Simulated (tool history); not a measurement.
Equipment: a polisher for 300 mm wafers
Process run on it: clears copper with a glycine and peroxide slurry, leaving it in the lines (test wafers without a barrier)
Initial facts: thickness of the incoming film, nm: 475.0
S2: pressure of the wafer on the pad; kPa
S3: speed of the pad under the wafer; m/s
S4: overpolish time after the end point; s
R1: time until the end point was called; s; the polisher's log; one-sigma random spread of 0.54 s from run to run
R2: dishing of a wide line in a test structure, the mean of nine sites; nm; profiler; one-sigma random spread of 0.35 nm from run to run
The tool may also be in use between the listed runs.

{"run": 1, "hour": 0.0, "flow of slurry (ml/min)": 275, "S2": 18.6, "S3": 0.98, "S4": 19, "R1": 74.586, "R2": 41.554}
{"run": 2, "hour": 6.9, "flow of slurry (ml/min)": 275, "S2": 18.6, "S3": 0.98, "S4": 27, "R1": 75.883, "R2": 45.418}
{"run": 3, "hour": 12.8, "flow of slurry (ml/min)": 275, "S2": 15.2, "S3": 0.98, "S4": 27, "R1": 89.074, "R2": 43.723}
{"run": 4, "hour": 20.2, "flow of slurry (ml/min)": 240, "S2": 16.5, "S3": 1.08, "S4": 20, "R1": 78.411, "R2": 41.011}
{"run": 5, "hour": 21.0, "flow of slurry (ml/min)": 215, "S2": 16.5, "S3": 1.22, "S4": 15, "R1": 70.676, "R2": 38.3}
{"run": 6, "hour": 25.7, "flow of slurry (ml/min)": 255, "S2": 16.5, "S3": 1.22, "S4": 15, "R1": 68.58, "R2": 37.593}
{"run": 7, "hour": 27.5, "flow of slurry (ml/min)": 300, "S2": 16.5, "S3": 1.26, "S4": 12, "R1": 66.303, "R2": 34.797}

Run 8, settings as shown, results not yet in. Your forecast:
{"run": 8, "hour": 29.7, "flow of slurry (ml/min)": 330, "S2": 17.2, "S3": 1.28, "S4": 10, "R1": "?", "R2": "?"}

{"run 8": {"R1": 62.858, "R2": 32.738}}
